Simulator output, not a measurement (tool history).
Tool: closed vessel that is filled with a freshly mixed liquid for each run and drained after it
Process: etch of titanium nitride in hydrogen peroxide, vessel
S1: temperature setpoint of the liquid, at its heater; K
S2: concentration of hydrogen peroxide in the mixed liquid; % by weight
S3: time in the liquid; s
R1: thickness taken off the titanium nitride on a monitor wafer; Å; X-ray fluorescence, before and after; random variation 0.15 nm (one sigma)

run,hour,S1,S2,S3,R1
1,0.0,317.15,18.5,410,150.76
2,7.8,317.15,15.0,410,144.85
3,16.5,317.15,17.0,410,148.30
4,24.1,320.15,17.0,410,187.23
5,32.0,322.15,17.0,410,215.68
6,35.2,322.15,18.5,410,219.18
7,43.0,323.65,18.5,410,242.80
8,48.0,324.65,18.5,410,264.48

Run 9 comes next. What will it give?
9,56.6,325.65,18.5,410,?

R1: 282.63 Å
